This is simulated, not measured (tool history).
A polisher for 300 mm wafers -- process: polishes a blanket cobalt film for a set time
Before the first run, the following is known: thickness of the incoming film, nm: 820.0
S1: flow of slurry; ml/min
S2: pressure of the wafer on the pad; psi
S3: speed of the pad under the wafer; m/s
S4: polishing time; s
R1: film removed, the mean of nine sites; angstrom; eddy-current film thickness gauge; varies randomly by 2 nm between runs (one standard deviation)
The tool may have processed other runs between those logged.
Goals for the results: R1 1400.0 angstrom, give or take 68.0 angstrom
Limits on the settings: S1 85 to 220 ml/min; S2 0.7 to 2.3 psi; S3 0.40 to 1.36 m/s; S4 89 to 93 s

Run 1, day 0.000: S1 140 ml/min, S2 1.5 psi, S3 0.88 m/s, S4 89 s. Result: R1 2542.7 angstrom.
Run 2, day 0.183: S1 140 ml/min, S2 1.4 psi, S3 0.88 m/s, S4 89 s. Result: R1 2344.8 angstrom.
Run 3, day 0.317: S1 140 ml/min, S2 1.3 psi, S3 0.88 m/s, S4 89 s. Result: R1 2291.0 angstrom.
Run 4, day 0.425: S1 140 ml/min, S2 1.2 psi, S3 0.86 m/s, S4 89 s. Result: R1 2071.1 angstrom.
Run 5, day 0.750: S1 140 ml/min, S2 1.2 psi, S3 0.86 m/s, S4 93 s. Result: R1 2159.9 angstrom.
Run 6, day 0.996: S1 140 ml/min, S2 1.2 psi, S3 0.86 m/s, S4 89 s. Result: R1 2051.8 angstrom.
Run 7, day 1.208: S1 140 ml/min, S2 1.2 psi, S3 0.86 m/s, S4 89 s. Result: R1 2107.5 angstrom.
Run 8, day 1.454: S1 140 ml/min, S2 1.1 psi, S3 0.84 m/s, S4 89 s. Result: R1 1911.2 angstrom.

Of the 5 settings listed for the next run, only one would bring every result within its allowed miss of target. Which one?
Run A, day 1.700: S1 160 ml/min, S2 1.2 psi, S3 0.66 m/s, S4 89 s. Result: R1 ?.
Run B, day 1.700: S1 135 ml/min, S2 1.3 psi, S3 0.88 m/s, S4 93 s. Result: R1 ?.
Run C, day 1.700: S1 150 ml/min, S2 0.9 psi, S3 0.80 m/s, S4 89 s. Result: R1 ?.
Run D, day 1.700: S1 130 ml/min, S2 0.8 psi, S3 0.74 m/s, S4 91 s. Result: R1 ?.
Run E, day 1.700: S1 125 ml/min, S2 0.7 psi, S3 0.62 m/s, S4 89 s. Result: R1 ?.

move      R1
   A  1626.4
   B  2265.3
   C  1603.5
   D  1363.2
   E  1031.3
A: nearer than the last run, and not there yet
B: its largest miss is bigger than the last run's
C: nearer than the last run, and not there yet
D: each result inside its tolerance
E: the result that was furthest off in the last run now lies on the other side of its target
The right move is D.
